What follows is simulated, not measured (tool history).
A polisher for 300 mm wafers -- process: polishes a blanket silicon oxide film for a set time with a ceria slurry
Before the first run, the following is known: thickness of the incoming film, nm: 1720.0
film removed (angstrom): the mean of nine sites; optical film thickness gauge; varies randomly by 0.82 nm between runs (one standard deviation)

run    day  flow of slurry (ml/min)  pressure of the wafer on the pad (psi)  speed of the pad under the wafer (cm/s)  polishing time (s)  film removed (angstrom)
  1  0.000                      235                                     3.1                                       98                  26                   915.68
  2  0.083                      235                                     3.0                                       98                  26                   885.31
  3  0.246                      270                                     3.0                                       98                  26                   915.53
  4  0.308                      270                                     2.7                                       98                  26                   866.58
  5  0.471                      265                                     2.6                                       98                  26                   838.80
  6  0.725                      265                                     2.6                                       98                  23                   745.88

The next listed run, before its measurement:
  7  0.933                      260                                     2.6                                       98                  23                        ?

{"run 7": {"film removed (angstrom)": 739.53}}
